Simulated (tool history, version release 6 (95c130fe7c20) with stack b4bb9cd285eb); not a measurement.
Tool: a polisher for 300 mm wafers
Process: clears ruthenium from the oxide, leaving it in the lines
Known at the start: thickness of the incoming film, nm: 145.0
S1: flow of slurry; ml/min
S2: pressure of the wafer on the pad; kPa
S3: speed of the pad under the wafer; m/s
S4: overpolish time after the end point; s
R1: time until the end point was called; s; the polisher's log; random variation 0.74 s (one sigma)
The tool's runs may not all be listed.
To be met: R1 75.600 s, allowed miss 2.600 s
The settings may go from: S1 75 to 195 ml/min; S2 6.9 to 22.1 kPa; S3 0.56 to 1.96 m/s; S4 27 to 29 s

run  hour   S1    S2    S3  S4       R1
  1   0.0  125  14.5  1.26  27   95.858
  2   6.1  105  14.5  1.26  27   98.880
  3  12.0  105  14.5  1.26  29  100.750
  4  19.2   90  14.5  1.26  29  104.330
  5  25.0  105  15.2  1.26  29   96.159
  6  26.5  115  15.9  1.26  29   90.333
  7  31.2  125  15.9  1.26  29   88.382
  8  34.6  130  15.9  1.26  29   86.384
  9  37.8  135  15.9  1.26  29   88.251
 10  46.1  140  16.5  1.26  29   82.302
 11  48.1  145  16.5  1.26  29   83.047
 12  51.6  150  17.2  1.26  29   79.207
 13  59.5  155  17.2  1.26  29   79.097

4 next moves are on the table. One of them brings every result within its allowed miss. Which?
  A  67.4  160  16.5  1.36  27   ?
  B  67.4  160  17.9  1.44  27   ?
  C  67.4  110  20.7  1.30  29   ?
  D  67.4  135  17.9  1.16  29   ?

move      R1
   A  77.381
   B  68.176
   C  68.984
   D  84.029
A: meets every target
B: takes the result that was furthest off past its target
C: takes the result that was furthest off past its target
D: further off than the last run
The right move is A.
